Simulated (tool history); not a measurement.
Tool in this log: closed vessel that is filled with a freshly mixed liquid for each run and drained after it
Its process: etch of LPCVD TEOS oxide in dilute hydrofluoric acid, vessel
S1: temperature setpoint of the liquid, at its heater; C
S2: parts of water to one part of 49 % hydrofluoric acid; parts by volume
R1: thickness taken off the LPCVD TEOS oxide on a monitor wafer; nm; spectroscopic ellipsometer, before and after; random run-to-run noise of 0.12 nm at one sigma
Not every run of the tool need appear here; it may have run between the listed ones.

run 1 day=0.000 | S1=21.0 S2=195 time_in_the_liquid_(s)=145 | R1=16.610
run 2 day=0.175 | S1=22.5 S2=180 time_in_the_liquid_(s)=145 | R1=19.322
run 3 day=0.238 | S1=24.0 S2=170 time_in_the_liquid_(s)=145 | R1=22.057
run 4 day=0.571 | S1=25.0 S2=160 time_in_the_liquid_(s)=145 | R1=24.526
run 5 day=0.812 | S1=25.0 S2=105 time_in_the_liquid_(s)=145 | R1=39.944
run 6 day=0.871 | S1=24.0 S2=105 time_in_the_liquid_(s)=145 | R1=38.545
run 7 day=1.233 | S1=23.5 S2=105 time_in_the_liquid_(s)=145 | R1=37.638

Forecast run 8:
run 8 day=1.471 | S1=23.0 S2=105 time_in_the_liquid_(s)=145 | R1=?

R1: 37.133 nm

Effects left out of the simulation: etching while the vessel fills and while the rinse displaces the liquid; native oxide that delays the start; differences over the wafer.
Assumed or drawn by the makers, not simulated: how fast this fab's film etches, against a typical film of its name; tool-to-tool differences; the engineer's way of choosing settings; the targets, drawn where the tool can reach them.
